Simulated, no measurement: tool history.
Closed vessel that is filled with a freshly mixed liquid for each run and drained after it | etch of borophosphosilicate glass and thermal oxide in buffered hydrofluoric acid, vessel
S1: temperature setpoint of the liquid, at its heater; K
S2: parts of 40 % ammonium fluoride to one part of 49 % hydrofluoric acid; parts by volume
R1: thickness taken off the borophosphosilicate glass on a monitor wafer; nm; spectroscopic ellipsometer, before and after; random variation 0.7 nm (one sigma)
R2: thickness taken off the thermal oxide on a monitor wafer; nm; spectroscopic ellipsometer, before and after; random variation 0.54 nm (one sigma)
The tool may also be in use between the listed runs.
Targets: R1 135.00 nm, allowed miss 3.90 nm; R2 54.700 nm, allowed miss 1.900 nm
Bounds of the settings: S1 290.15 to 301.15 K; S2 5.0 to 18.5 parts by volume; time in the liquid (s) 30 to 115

{"run": 1, "hour": 0.0, "S1": 293.15, "S2": 11.5, "time in the liquid (s)": 60, "R1": 116.55, "R2": 47.215}
{"run": 2, "hour": 5.9, "S1": 291.65, "S2": 11.5, "time in the liquid (s)": 60, "R1": 107.31, "R2": 44.142}
{"run": 3, "hour": 7.1, "S1": 292.65, "S2": 11.5, "time in the liquid (s)": 60, "R1": 112.77, "R2": 45.9}
{"run": 4, "hour": 8.9, "S1": 293.65, "S2": 11.5, "time in the liquid (s)": 60, "R1": 120.79, "R2": 48.683}
{"run": 5, "hour": 15.7, "S1": 293.65, "S2": 11.5, "time in the liquid (s)": 45, "R1": 89.81, "R2": 35.924}
{"run": 6, "hour": 16.7, "S1": 295.65, "S2": 11.0, "time in the liquid (s)": 45, "R1": 105.01, "R2": 42.801}
{"run": 7, "hour": 24.6, "S1": 297.15, "S2": 11.0, "time in the liquid (s)": 45, "R1": 114.47, "R2": 46.303}
{"run": 8, "hour": 31.9, "S1": 298.15, "S2": 11.0, "time in the liquid (s)": 45, "R1": 120.82, "R2": 49.102}
{"run": 9, "hour": 33.8, "S1": 298.65, "S2": 11.0, "time in the liquid (s)": 45, "R1": 123.79, "R2": 49.978}
{"run": 10, "hour": 37.0, "S1": 299.15, "S2": 11.0, "time in the liquid (s)": 45, "R1": 126.47, "R2": 52.399}
{"run": 11, "hour": 42.5, "S1": 299.15, "S2": 11.0, "time in the liquid (s)": 45, "R1": 125.93, "R2": 51.991}
{"run": 12, "hour": 45.2, "S1": 299.65, "S2": 11.0, "time in the liquid (s)": 45, "R1": 129.28, "R2": 52.691}

Which of these 5 next moves meets every target?
{"run": "A", "hour": 47.9, "S1": 296.15, "S2": 10.5, "time in the liquid (s)": 50, "R1": "?", "R2": "?"}
{"run": "B", "hour": 47.9, "S1": 301.15, "S2": 15.5, "time in the liquid (s)": 55, "R1": "?", "R2": "?"}
{"run": "C", "hour": 47.9, "S1": 297.65, "S2": 10.5, "time in the liquid (s)": 50, "R1": "?", "R2": "?"}
{"run": "D", "hour": 47.9, "S1": 295.15, "S2": 9.0, "time in the liquid (s)": 45, "R1": "?", "R2": "?"}
{"run": "E", "hour": 47.9, "S1": 301.15, "S2": 9.5, "time in the liquid (s)": 35, "R1": "?", "R2": "?"}

move=A R1=125.58 R2=50.489
move=B R1=123.64 R2=49.965
move=C R1=136.17 R2=54.799
move=D R1=121.50 R2=48.744
move=E R1=122.77 R2=49.467
A: further off than the last run
B: further off than the last run
C: meets every target
D: further off than the last run
E: further off than the last run
Move C is the one to make.
